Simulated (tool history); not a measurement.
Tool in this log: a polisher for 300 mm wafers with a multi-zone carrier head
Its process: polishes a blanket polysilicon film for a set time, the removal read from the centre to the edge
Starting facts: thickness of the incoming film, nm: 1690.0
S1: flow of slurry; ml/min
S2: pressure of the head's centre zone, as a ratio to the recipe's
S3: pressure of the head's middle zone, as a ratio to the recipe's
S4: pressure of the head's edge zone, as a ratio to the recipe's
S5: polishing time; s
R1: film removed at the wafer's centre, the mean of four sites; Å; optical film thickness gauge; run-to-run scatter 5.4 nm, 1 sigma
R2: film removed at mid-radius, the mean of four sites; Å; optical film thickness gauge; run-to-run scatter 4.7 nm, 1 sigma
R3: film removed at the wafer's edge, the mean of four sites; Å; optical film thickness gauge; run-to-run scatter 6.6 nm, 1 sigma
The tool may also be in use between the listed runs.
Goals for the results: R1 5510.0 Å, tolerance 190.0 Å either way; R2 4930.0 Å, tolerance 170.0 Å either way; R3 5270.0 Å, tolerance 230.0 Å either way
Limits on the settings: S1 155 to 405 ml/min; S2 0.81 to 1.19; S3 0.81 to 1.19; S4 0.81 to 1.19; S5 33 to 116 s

{"run": 1, "hour": 0.0, "S1": 260, "S2": 1.0, "S3": 1.0, "S4": 1.0, "S5": 74, "R1": 4243.8, "R2": 4464.2, "R3": 4387.4}
{"run": 2, "hour": 7.7, "S1": 265, "S2": 1.02, "S3": 1.0, "S4": 1.02, "S5": 75, "R1": 4349.4, "R2": 4610.9, "R3": 4617.1}
{"run": 3, "hour": 8.6, "S1": 265, "S2": 1.02, "S3": 1.0, "S4": 1.02, "S5": 93, "R1": 5371.2, "R2": 5679.7, "R3": 5663.2}
{"run": 4, "hour": 14.2, "S1": 260, "S2": 1.03, "S3": 0.98, "S4": 1.01, "S5": 93, "R1": 5456.9, "R2": 5617.1, "R3": 5726.9}
{"run": 5, "hour": 21.6, "S1": 260, "S2": 1.03, "S3": 0.98, "S4": 1.09, "S5": 93, "R1": 5379.2, "R2": 5646.1, "R3": 5783.9}
{"run": 6, "hour": 26.2, "S1": 260, "S2": 1.04, "S3": 0.97, "S4": 1.07, "S5": 92, "R1": 5528.0, "R2": 5373.7, "R3": 5755.8}
{"run": 7, "hour": 31.3, "S1": 255, "S2": 1.05, "S3": 0.97, "S4": 1.06, "S5": 91, "R1": 5498.4, "R2": 5366.0, "R3": 5644.4}
{"run": 8, "hour": 32.5, "S1": 250, "S2": 1.05, "S3": 0.97, "S4": 1.05, "S5": 90, "R1": 5336.2, "R2": 5272.9, "R3": 5514.7}
{"run": 9, "hour": 39.7, "S1": 250, "S2": 1.06, "S3": 0.97, "S4": 1.04, "S5": 90, "R1": 5400.5, "R2": 5331.4, "R3": 5590.0}
{"run": 10, "hour": 42.3, "S1": 255, "S2": 1.07, "S3": 0.96, "S4": 1.02, "S5": 89, "R1": 5427.6, "R2": 5229.8, "R3": 5505.4}
{"run": 11, "hour": 51.0, "S1": 255, "S2": 1.08, "S3": 0.96, "S4": 1.01, "S5": 89, "R1": 5519.4, "R2": 5286.0, "R3": 5439.2}
{"run": 12, "hour": 52.3, "S1": 250, "S2": 1.08, "S3": 0.95, "S4": 1.01, "S5": 89, "R1": 5354.2, "R2": 5133.7, "R3": 5593.9}
{"run": 13, "hour": 58.9, "S1": 255, "S2": 1.09, "S3": 0.95, "S4": 1.01, "S5": 88, "R1": 5451.1, "R2": 5210.8, "R3": 5534.6}

Next run, 5 choices. One meets every target within its allowed miss, the rest don't. Which?
{"run": "A", "hour": 65.5, "S1": 295, "S2": 1.18, "S3": 1.14, "S4": 1.07, "S5": 82, "R1": "?", "R2": "?", "R3": "?"}
{"run": "B", "hour": 65.5, "S1": 195, "S2": 1.13, "S3": 0.92, "S4": 0.99, "S5": 90, "R1": "?", "R2": "?", "R3": "?"}
{"run": "C", "hour": 65.5, "S1": 195, "S2": 1.07, "S3": 0.96, "S4": 1.0, "S5": 98, "R1": "?", "R2": "?", "R3": "?"}
{"run": "D", "hour": 65.5, "S1": 240, "S2": 1.16, "S3": 1.08, "S4": 0.98, "S5": 83, "R1": "?", "R2": "?", "R3": "?"}
{"run": "E", "hour": 65.5, "S1": 240, "S2": 1.18, "S3": 1.12, "S4": 1.01, "S5": 85, "R1": "?", "R2": "?", "R3": "?"}

move=A R1=5654.4 R2=5733.6 R3=5240.3
move=B R1=5580.4 R2=4970.3 R3=5388.8
move=C R1=5751.2 R2=5609.7 R3=5884.7
move=D R1=5474.3 R2=5409.7 R3=5056.3
move=E R1=5705.7 R2=5714.6 R3=5228.5
A: its largest miss is bigger than the last run's
B: every result lands within tolerance
C: its largest miss is bigger than the last run's
D: its largest miss is bigger than the last run's
E: its largest miss is bigger than the last run's
B is the move that brings every result within its allowed miss.
